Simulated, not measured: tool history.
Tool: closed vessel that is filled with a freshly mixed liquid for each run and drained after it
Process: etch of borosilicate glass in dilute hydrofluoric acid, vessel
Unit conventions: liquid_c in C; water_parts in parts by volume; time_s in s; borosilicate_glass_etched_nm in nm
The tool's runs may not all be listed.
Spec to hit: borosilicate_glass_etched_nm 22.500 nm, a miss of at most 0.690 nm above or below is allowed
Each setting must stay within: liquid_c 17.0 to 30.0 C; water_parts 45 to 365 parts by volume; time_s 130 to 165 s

run 1 hour=0.0 | liquid_c=22.0 water_parts=205 time_s=165 | borosilicate_glass_etched_nm=28.112
run 2 hour=3.1 | liquid_c=23.5 water_parts=205 time_s=165 | borosilicate_glass_etched_nm=29.674
run 3 hour=5.8 | liquid_c=22.5 water_parts=205 time_s=165 | borosilicate_glass_etched_nm=29.050
run 4 hour=14.1 | liquid_c=21.5 water_parts=210 time_s=165 | borosilicate_glass_etched_nm=27.223
run 5 hour=16.4 | liquid_c=20.5 water_parts=215 time_s=165 | borosilicate_glass_etched_nm=25.517
run 6 hour=17.3 | liquid_c=20.5 water_parts=165 time_s=165 | borosilicate_glass_etched_nm=34.965
run 7 hour=24.6 | liquid_c=20.0 water_parts=175 time_s=165 | borosilicate_glass_etched_nm=32.009
run 8 hour=28.9 | liquid_c=19.5 water_parts=185 time_s=165 | borosilicate_glass_etched_nm=28.907
run 9 hour=32.3 | liquid_c=19.0 water_parts=190 time_s=165 | borosilicate_glass_etched_nm=28.032
run 10 hour=41.0 | liquid_c=18.5 water_parts=195 time_s=165 | borosilicate_glass_etched_nm=26.265
run 11 hour=44.0 | liquid_c=18.0 water_parts=200 time_s=165 | borosilicate_glass_etched_nm=25.431
run 12 hour=48.3 | liquid_c=18.0 water_parts=205 time_s=165 | borosilicate_glass_etched_nm=24.574

Exercise: of the 5 proposed moves below, exactly one satisfies all targets within the stated allowed misses. Which move is it?
run A hour=52.6 | liquid_c=17.5 water_parts=185 time_s=150 | borosilicate_glass_etched_nm=?
run B hour=52.6 | liquid_c=18.5 water_parts=195 time_s=165 | borosilicate_glass_etched_nm=?
run C hour=52.6 | liquid_c=18.0 water_parts=185 time_s=160 | borosilicate_glass_etched_nm=?
run D hour=52.6 | liquid_c=20.5 water_parts=225 time_s=155 | borosilicate_glass_etched_nm=?
run E hour=52.6 | liquid_c=19.5 water_parts=190 time_s=165 | borosilicate_glass_etched_nm=?

move=A borosilicate_glass_etched_nm=24.496
move=B borosilicate_glass_etched_nm=26.348
move=C borosilicate_glass_etched_nm=26.655
move=D borosilicate_glass_etched_nm=22.514
move=E borosilicate_glass_etched_nm=28.258
A: about as far from the targets as the last run
B: misses by more than the last run did
C: misses by more than the last run did
D: every result lands within tolerance
E: misses by more than the last run did
The move that meets every target is D.

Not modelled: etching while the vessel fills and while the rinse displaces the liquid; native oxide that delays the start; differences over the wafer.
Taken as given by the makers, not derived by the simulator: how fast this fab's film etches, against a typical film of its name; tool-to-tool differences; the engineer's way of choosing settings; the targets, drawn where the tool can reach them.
